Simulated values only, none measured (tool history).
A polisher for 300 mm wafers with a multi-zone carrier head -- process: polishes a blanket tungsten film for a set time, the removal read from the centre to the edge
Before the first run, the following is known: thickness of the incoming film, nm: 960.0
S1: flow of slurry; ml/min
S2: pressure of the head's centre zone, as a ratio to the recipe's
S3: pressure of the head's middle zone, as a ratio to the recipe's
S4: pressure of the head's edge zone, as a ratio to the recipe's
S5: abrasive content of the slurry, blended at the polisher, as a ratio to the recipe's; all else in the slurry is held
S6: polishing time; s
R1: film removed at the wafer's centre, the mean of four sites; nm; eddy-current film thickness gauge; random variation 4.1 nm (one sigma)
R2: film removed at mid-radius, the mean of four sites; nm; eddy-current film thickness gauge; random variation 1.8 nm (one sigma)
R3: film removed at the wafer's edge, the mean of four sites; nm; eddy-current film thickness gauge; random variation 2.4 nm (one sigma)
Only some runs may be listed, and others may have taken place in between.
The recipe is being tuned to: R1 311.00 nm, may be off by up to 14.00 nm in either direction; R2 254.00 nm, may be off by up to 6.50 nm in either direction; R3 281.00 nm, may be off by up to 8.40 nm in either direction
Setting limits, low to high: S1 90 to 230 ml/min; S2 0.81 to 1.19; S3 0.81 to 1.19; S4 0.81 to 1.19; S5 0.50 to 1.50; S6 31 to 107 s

{"run": 1, "hour": 0.0, "S1": 150, "S2": 1.0, "S3": 1.0, "S4": 1.0, "S5": 1.0, "S6": 69, "R1": 302.53, "R2": 309.4, "R3": 299.75}
{"run": 2, "hour": 6.3, "S1": 150, "S2": 1.0, "S3": 1.0, "S4": 1.0, "S5": 1.0, "S6": 85, "R1": 372.71, "R2": 381.44, "R3": 377.27}
{"run": 3, "hour": 8.6, "S1": 165, "S2": 1.0, "S3": 1.0, "S4": 1.0, "S5": 1.0, "S6": 85, "R1": 386.26, "R2": 380.32, "R3": 382.43}
{"run": 4, "hour": 12.3, "S1": 200, "S2": 1.0, "S3": 1.0, "S4": 1.0, "S5": 1.0, "S6": 85, "R1": 391.57, "R2": 392.87, "R3": 394.28}
{"run": 5, "hour": 19.0, "S1": 215, "S2": 1.0, "S3": 1.0, "S4": 1.0, "S5": 1.0, "S6": 85, "R1": 403.63, "R2": 396.94, "R3": 390.74}
{"run": 6, "hour": 22.6, "S1": 215, "S2": 1.0, "S3": 1.0, "S4": 1.0, "S5": 1.0, "S6": 77, "R1": 361.83, "R2": 364.68, "R3": 353.88}
{"run": 7, "hour": 23.7, "S1": 200, "S2": 1.01, "S3": 0.96, "S4": 0.98, "S5": 0.9, "S6": 77, "R1": 358.84, "R2": 340.57, "R3": 349.39}
{"run": 8, "hour": 29.7, "S1": 175, "S2": 1.06, "S3": 0.86, "S4": 0.88, "S5": 0.65, "S6": 67, "R1": 294.03, "R2": 251.09, "R3": 267.87}
{"run": 9, "hour": 33.0, "S1": 180, "S2": 1.06, "S3": 0.86, "S4": 0.89, "S5": 0.65, "S6": 67, "R1": 299.67, "R2": 250.65, "R3": 265.07}
{"run": 10, "hour": 35.2, "S1": 180, "S2": 1.06, "S3": 0.86, "S4": 0.9, "S5": 0.65, "S6": 67, "R1": 297.14, "R2": 246.58, "R3": 264.57}

Exercise: of the 5 proposed moves below, exactly one satisfies all targets within the stated allowed misses. Which move is it?
{"run": "A", "hour": 37.4, "S1": 180, "S2": 1.06, "S3": 0.87, "S4": 0.88, "S5": 0.65, "S6": 70, "R1": "?", "R2": "?", "R3": "?"}
{"run": "B", "hour": 37.4, "S1": 170, "S2": 1.12, "S3": 0.83, "S4": 0.93, "S5": 0.5, "S6": 78, "R1": "?", "R2": "?", "R3": "?"}
{"run": "C", "hour": 37.4, "S1": 180, "S2": 1.02, "S3": 0.81, "S4": 0.99, "S5": 0.7, "S6": 71, "R1": "?", "R2": "?", "R3": "?"}
{"run": "D", "hour": 37.4, "S1": 210, "S2": 1.19, "S3": 0.92, "S4": 0.85, "S5": 0.7, "S6": 60, "R1": "?", "R2": "?", "R3": "?"}
{"run": "E", "hour": 37.4, "S1": 100, "S2": 1.09, "S3": 0.85, "S4": 0.88, "S5": 0.7, "S6": 75, "R1": "?", "R2": "?", "R3": "?"}

move=A R1=316.71 R2=262.72 R3=278.68
move=B R1=355.08 R2=268.34 R3=303.22
move=C R1=312.64 R2=254.38 R3=299.97
move=D R1=315.88 R2=243.42 R3=242.00
move=E R1=316.38 R2=253.70 R3=282.32
A: meets the target for the result that was furthest off, but another lies outside its allowed miss
B: the result that was furthest off in the last run now lies on the other side of its target
C: the result that was furthest off in the last run now lies on the other side of its target
D: misses by more than the last run did
E: every result lands within tolerance
The right move is E.
